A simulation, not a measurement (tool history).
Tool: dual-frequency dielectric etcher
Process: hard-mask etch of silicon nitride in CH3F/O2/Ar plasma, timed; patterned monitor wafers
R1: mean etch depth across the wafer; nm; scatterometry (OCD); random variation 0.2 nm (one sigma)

run 1 hour=0.0 | source_power_(kW)=0.440 bias_power_(kW)=0.085 etch_time_(s)=130.5 | R1=98.617
run 2 hour=2.4 | source_power_(kW)=0.420 bias_power_(kW)=0.083 etch_time_(s)=130.0 | R1=95.732
run 3 hour=9.9 | source_power_(kW)=0.420 bias_power_(kW)=0.092 etch_time_(s)=130.0 | R1=100.110
run 4 hour=15.2 | source_power_(kW)=0.450 bias_power_(kW)=0.092 etch_time_(s)=130.0 | R1=102.660
run 5 hour=15.7 | source_power_(kW)=0.450 bias_power_(kW)=0.106 etch_time_(s)=130.0 | R1=108.870
run 6 hour=20.7 | source_power_(kW)=0.420 bias_power_(kW)=0.101 etch_time_(s)=128.5 | R1=102.590
run 7 hour=25.8 | source_power_(kW)=0.390 bias_power_(kW)=0.099 etch_time_(s)=128.0 | R1=98.931
run 8 hour=33.0 | source_power_(kW)=0.370 bias_power_(kW)=0.097 etch_time_(s)=127.5 | R1=95.928
run 9 hour=41.2 | source_power_(kW)=0.350 bias_power_(kW)=0.096 etch_time_(s)=127.5 | R1=93.721

Forecast run 10:
run 10 hour=48.8 | source_power_(kW)=0.290 bias_power_(kW)=0.092 etch_time_(s)=126.5 | R1=?

Run 10 gave R1 85.276 nm.
